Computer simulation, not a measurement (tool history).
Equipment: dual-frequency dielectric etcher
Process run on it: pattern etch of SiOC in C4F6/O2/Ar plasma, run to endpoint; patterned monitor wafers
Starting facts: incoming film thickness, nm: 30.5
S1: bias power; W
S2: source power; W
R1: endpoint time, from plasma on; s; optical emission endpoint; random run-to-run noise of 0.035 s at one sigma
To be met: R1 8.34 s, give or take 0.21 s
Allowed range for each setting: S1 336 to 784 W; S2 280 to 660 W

Run 1, hour 0: S1 560 W, S2 470 W. Result: R1 9.3249 s.
Run 2, hour 4: S1 599 W, S2 480 W. Result: R1 9.0419 s.
Run 3, hour 12.4: S1 557 W, S2 480 W. Result: R1 9.3781 s.
Run 4, hour 21.4: S1 557 W, S2 420 W. Result: R1 9.7836 s.
Run 5, hour 25.1: S1 612 W, S2 430 W. Result: R1 9.2434 s.
Run 6, hour 26.8: S1 645 W, S2 440 W. Result: R1 9.0041 s.
Run 7, hour 31.3: S1 671 W, S2 450 W. Result: R1 8.7608 s.
Run 8, hour 34.7: S1 688 W, S2 450 W. Result: R1 8.6682 s.
Run 9, hour 39: S1 701 W, S2 450 W. Result: R1 8.6272 s.

Pick the move, out of 4, that brings all results within their allowed miss; only one does.
Run A, hour 43.3: S1 650 W, S2 410 W. Result: R1 ?.
Run B, hour 43.3: S1 662 W, S2 430 W. Result: R1 ?.
Run C, hour 43.3: S1 733 W, S2 410 W. Result: R1 ?.
Run D, hour 43.3: S1 731 W, S2 460 W. Result: R1 ?.

move      R1
   A  9.2093
   B  9.0036
   C  8.7371
   D  8.4444
A: lands further from the targets than the last run did
B: lands further from the targets than the last run did
C: lands further from the targets than the last run did
D: all results in spec
Go with D: it meets all targets.
